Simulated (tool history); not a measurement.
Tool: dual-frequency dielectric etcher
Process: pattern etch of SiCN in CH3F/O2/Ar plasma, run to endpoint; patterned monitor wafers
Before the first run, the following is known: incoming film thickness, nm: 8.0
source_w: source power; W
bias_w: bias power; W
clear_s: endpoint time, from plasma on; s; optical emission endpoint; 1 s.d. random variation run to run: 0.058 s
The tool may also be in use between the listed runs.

run  hour  source_w  bias_w  clear_s
  1     0       430      71   20.743
  2   4.4       480      71   19.834
  3  10.3       500      71   19.464
  4    18       500      80   18.804
  5    25       500      70   19.587
  6  30.8       520      70   19.252
  7  31.9       530      70   19.119
  8  39.7       540      70    18.92
  9    42       550      70   18.718
 10  44.9       560      70   18.616

Estimate the outcome of run 11 from the log above:
 11    52       570      70        ?

Run 11 produced clear_s 18.632 s.
